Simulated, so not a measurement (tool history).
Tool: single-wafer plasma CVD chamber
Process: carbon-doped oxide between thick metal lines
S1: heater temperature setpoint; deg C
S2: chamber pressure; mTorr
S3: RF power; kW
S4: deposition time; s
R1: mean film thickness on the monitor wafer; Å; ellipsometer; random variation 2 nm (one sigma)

run 1 hour=0 | S1=345 S2=4030 S3=0.64 S4=134 | R1=7795.7
run 2 hour=5.4 | S1=345 S2=4030 S3=0.64 S4=134 | R1=7799.9
run 3 hour=11.8 | S1=345 S2=4030 S3=0.58 S4=134 | R1=7223.2
run 4 hour=13.5 | S1=346 S2=3950 S3=0.57 S4=134 | R1=7086
run 5 hour=19.5 | S1=346 S2=3610 S3=0.57 S4=134 | R1=6985.5
run 6 hour=26.6 | S1=347 S2=3510 S3=0.565 S4=134 | R1=6959.5
run 7 hour=28.2 | S1=348 S2=3460 S3=0.555 S4=134 | R1=6837.4
run 8 hour=30.1 | S1=348 S2=3410 S3=0.545 S4=134 | R1=6733
run 9 hour=34.4 | S1=348 S2=3350 S3=0.54 S4=134 | R1=6649.1
run 10 hour=41.2 | S1=348 S2=3280 S3=0.535 S4=134 | R1=6593.8
run 11 hour=48.9 | S1=348 S2=3210 S3=0.53 S4=134 | R1=6545.4
run 12 hour=56.4 | S1=348 S2=3150 S3=0.525 S4=134 | R1=6475.2

The next listed run, before its measurement:
run 13 hour=62.4 | S1=348 S2=3090 S3=0.52 S4=134 | R1=?

Run 13 gave R1 6412.6 Å.
